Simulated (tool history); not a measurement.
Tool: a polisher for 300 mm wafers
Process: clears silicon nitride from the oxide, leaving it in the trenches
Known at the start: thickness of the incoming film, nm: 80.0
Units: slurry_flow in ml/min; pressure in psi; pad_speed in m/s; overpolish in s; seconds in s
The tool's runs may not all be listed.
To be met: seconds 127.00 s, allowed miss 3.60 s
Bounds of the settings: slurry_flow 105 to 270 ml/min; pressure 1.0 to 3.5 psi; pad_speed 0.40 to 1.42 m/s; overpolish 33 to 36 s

Run 1, hour 0.0: slurry_flow 175 ml/min, pressure 2.2 psi, pad_speed 0.90 m/s, overpolish 33 s. Result: seconds 109.50 s.
Run 2, hour 1.2: slurry_flow 175 ml/min, pressure 2.0 psi, pad_speed 0.90 m/s, overpolish 33 s. Result: seconds 120.07 s.
Run 3, hour 2.6: slurry_flow 175 ml/min, pressure 1.6 psi, pad_speed 0.90 m/s, overpolish 33 s. Result: seconds 144.43 s.
Run 4, hour 8.2: slurry_flow 185 ml/min, pressure 1.7 psi, pad_speed 0.90 m/s, overpolish 33 s. Result: seconds 136.34 s.
Run 5, hour 13.8: slurry_flow 185 ml/min, pressure 1.7 psi, pad_speed 0.90 m/s, overpolish 36 s. Result: seconds 137.32 s.
Run 6, hour 17.0: slurry_flow 190 ml/min, pressure 1.7 psi, pad_speed 0.90 m/s, overpolish 36 s. Result: seconds 135.07 s.
Run 7, hour 18.7: slurry_flow 200 ml/min, pressure 1.7 psi, pad_speed 0.90 m/s, overpolish 36 s. Result: seconds 133.07 s.
Run 8, hour 25.6: slurry_flow 205 ml/min, pressure 1.7 psi, pad_speed 0.90 m/s, overpolish 36 s. Result: seconds 134.92 s.

Which of these 5 next moves meets every target?
Run A, hour 32.5: slurry_flow 145 ml/min, pressure 1.7 psi, pad_speed 0.84 m/s, overpolish 34 s. Result: seconds ?.
Run B, hour 32.5: slurry_flow 225 ml/min, pressure 1.5 psi, pad_speed 1.06 m/s, overpolish 36 s. Result: seconds ?.
Run C, hour 32.5: slurry_flow 170 ml/min, pressure 2.0 psi, pad_speed 0.74 m/s, overpolish 33 s. Result: seconds ?.
Run D, hour 32.5: slurry_flow 155 ml/min, pressure 1.9 psi, pad_speed 0.84 m/s, overpolish 35 s. Result: seconds ?.
Run E, hour 32.5: slurry_flow 130 ml/min, pressure 2.2 psi, pad_speed 0.78 m/s, overpolish 36 s. Result: seconds ?.

move  seconds
   A   153.83
   B   127.31
   C   146.57
   D   137.89
   E   135.03
A: further off than the last run
B: meets every target
C: further off than the last run
D: further off than the last run
E: as far off as the last run
The right move is B.
